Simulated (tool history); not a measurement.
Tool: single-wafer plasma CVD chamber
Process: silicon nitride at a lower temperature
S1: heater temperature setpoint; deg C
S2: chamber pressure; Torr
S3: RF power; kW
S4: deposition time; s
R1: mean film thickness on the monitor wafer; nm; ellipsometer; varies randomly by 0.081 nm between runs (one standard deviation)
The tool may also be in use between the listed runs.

{"run": 1, "hour": 0.0, "S1": 340, "S2": 1.1, "S3": 0.31, "S4": 32.8, "R1": 37.197}
{"run": 2, "hour": 3.4, "S1": 340, "S2": 1.1, "S3": 0.35, "S4": 32.8, "R1": 39.993}
{"run": 3, "hour": 9.3, "S1": 340, "S2": 0.92, "S3": 0.35, "S4": 32.8, "R1": 36.408}
{"run": 4, "hour": 12.2, "S1": 340, "S2": 0.92, "S3": 0.35, "S4": 32.8, "R1": 36.52}
{"run": 5, "hour": 17.5, "S1": 340, "S2": 0.92, "S3": 0.335, "S4": 32.8, "R1": 35.405}
{"run": 6, "hour": 24.0, "S1": 340, "S2": 0.87, "S3": 0.335, "S4": 32.8, "R1": 34.278}
{"run": 7, "hour": 31.6, "S1": 340, "S2": 0.84, "S3": 0.335, "S4": 32.8, "R1": 33.333}

Run 8 has not been measured yet. What should we expect?
{"run": 8, "hour": 39.5, "S1": 340, "S2": 0.83, "S3": 0.335, "S4": 32.8, "R1": "?"}

{"run 8": {"R1": 33.13}}
